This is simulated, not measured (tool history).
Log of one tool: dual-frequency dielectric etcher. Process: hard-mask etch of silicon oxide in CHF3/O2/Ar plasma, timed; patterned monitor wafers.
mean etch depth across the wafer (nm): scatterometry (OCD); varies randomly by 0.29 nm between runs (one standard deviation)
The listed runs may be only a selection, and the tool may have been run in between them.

run,hour,source power (kW),bias power (kW),etch time (s),mean etch depth across the wafer (nm)
1,0.0,0.840,0.234,26.0,62.860
2,8.9,0.740,0.234,26.0,59.089
3,16.1,0.740,0.234,26.0,59.029
4,22.9,0.740,0.234,27.5,61.467
# hour 31.8: source power generator calibrated
5,31.8,0.740,0.234,26.0,59.552
6,39.2,0.860,0.234,26.0,63.525
7,44.4,0.690,0.188,26.0,53.951
8,52.6,0.520,0.158,26.0,44.753

Run 9, settings as shown, results not yet in. Your forecast:
9,58.2,0.540,0.159,26.0,?

{"run 9": {"mean etch depth across the wafer (nm)": 45.566}}
